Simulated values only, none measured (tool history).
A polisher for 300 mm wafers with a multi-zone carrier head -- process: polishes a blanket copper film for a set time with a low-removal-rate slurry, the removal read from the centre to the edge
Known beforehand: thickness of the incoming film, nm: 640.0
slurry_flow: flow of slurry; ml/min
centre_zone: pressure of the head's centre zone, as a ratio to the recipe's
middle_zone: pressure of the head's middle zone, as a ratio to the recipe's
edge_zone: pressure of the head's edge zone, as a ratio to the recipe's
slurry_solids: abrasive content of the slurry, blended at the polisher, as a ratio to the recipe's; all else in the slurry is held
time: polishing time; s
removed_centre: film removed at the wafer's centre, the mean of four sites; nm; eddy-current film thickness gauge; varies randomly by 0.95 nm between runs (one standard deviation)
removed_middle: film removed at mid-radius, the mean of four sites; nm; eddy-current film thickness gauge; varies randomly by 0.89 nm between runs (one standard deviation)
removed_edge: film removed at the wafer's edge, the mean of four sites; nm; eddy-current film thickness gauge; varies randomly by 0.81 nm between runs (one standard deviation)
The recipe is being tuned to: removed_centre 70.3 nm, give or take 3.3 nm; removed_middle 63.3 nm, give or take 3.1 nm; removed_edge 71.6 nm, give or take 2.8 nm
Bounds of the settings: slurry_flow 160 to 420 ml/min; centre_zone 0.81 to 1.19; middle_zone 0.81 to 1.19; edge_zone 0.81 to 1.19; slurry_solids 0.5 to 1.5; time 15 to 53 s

{"run": 1, "hour": 0.0, "slurry_flow": 270, "centre_zone": 1, "middle_zone": 1, "edge_zone": 1, "slurry_solids": 1, "time": 34, "removed_centre": 80.59, "removed_middle": 79.76, "removed_edge": 81.589}
{"run": 2, "hour": 4.1, "slurry_flow": 270, "centre_zone": 1.05, "middle_zone": 1, "edge_zone": 1, "slurry_solids": 1, "time": 34, "removed_centre": 83.755, "removed_middle": 81.11, "removed_edge": 80.732}
{"run": 3, "hour": 12.4, "slurry_flow": 270, "centre_zone": 1.04, "middle_zone": 0.97, "edge_zone": 0.99, "slurry_solids": 0.95, "time": 34, "removed_centre": 79.039, "removed_middle": 78.039, "removed_edge": 79.862}
{"run": 4, "hour": 20.6, "slurry_flow": 220, "centre_zone": 1.04, "middle_zone": 0.97, "edge_zone": 0.99, "slurry_solids": 0.95, "time": 34, "removed_centre": 79.144, "removed_middle": 75.232, "removed_edge": 77.981}
{"run": 5, "hour": 25.2, "slurry_flow": 220, "centre_zone": 1.04, "middle_zone": 0.97, "edge_zone": 0.99, "slurry_solids": 0.9, "time": 34, "removed_centre": 75.935, "removed_middle": 70.674, "removed_edge": 76.185}
{"run": 6, "hour": 27.1, "slurry_flow": 220, "centre_zone": 1.04, "middle_zone": 1.05, "edge_zone": 0.99, "slurry_solids": 0.9, "time": 34, "removed_centre": 76.583, "removed_middle": 79.414, "removed_edge": 77.182}
{"run": 7, "hour": 27.9, "slurry_flow": 220, "centre_zone": 1.04, "middle_zone": 1.05, "edge_zone": 0.99, "slurry_solids": 0.9, "time": 34, "removed_centre": 75.958, "removed_middle": 79.838, "removed_edge": 75.696}
{"run": 8, "hour": 29.7, "slurry_flow": 215, "centre_zone": 1.04, "middle_zone": 1.02, "edge_zone": 0.98, "slurry_solids": 0.9, "time": 34, "removed_centre": 77.545, "removed_middle": 74.339, "removed_edge": 76.632}
{"run": 9, "hour": 31.7, "slurry_flow": 215, "centre_zone": 1.04, "middle_zone": 1.02, "edge_zone": 0.98, "slurry_solids": 0.9, "time": 34, "removed_centre": 76.585, "removed_middle": 75.793, "removed_edge": 74.93}
{"run": 10, "hour": 38.1, "slurry_flow": 205, "centre_zone": 1.01, "middle_zone": 0.92, "edge_zone": 0.99, "slurry_solids": 0.7, "time": 33, "removed_centre": 66.499, "removed_middle": 62.193, "removed_edge": 68.707}

Pick the move, out of 4, that brings all results within their allowed miss; only one does.
{"run": "A", "hour": 44.5, "slurry_flow": 200, "centre_zone": 1.05, "middle_zone": 0.81, "edge_zone": 1.06, "slurry_solids": 0.75, "time": 33, "removed_centre": "?", "removed_middle": "?", "removed_edge": "?"}
{"run": "B", "hour": 44.5, "slurry_flow": 165, "centre_zone": 1.07, "middle_zone": 0.94, "edge_zone": 1.05, "slurry_solids": 0.7, "time": 35, "removed_centre": "?", "removed_middle": "?", "removed_edge": "?"}
{"run": "C", "hour": 44.5, "slurry_flow": 160, "centre_zone": 1.02, "middle_zone": 0.85, "edge_zone": 1.08, "slurry_solids": 0.65, "time": 35, "removed_centre": "?", "removed_middle": "?", "removed_edge": "?"}
{"run": "D", "hour": 44.5, "slurry_flow": 215, "centre_zone": 1.06, "middle_zone": 0.94, "edge_zone": 0.91, "slurry_solids": 0.75, "time": 32, "removed_centre": "?", "removed_middle": "?", "removed_edge": "?"}

move=A removed_centre=68.859 removed_middle=56.432 removed_edge=71.363
move=B removed_centre=69.116 removed_middle=63.203 removed_edge=71.242
move=C removed_centre=63.697 removed_middle=56.353 removed_edge=70.28
move=D removed_centre=68.657 removed_middle=62.839 removed_edge=64.922
A: brings the result that was furthest off to its target, and leaves another outside
B: every result lands within tolerance
C: its largest miss is bigger than the last run's
D: brings the result that was furthest off to its target, and leaves another outside
Go with B: it meets all targets.

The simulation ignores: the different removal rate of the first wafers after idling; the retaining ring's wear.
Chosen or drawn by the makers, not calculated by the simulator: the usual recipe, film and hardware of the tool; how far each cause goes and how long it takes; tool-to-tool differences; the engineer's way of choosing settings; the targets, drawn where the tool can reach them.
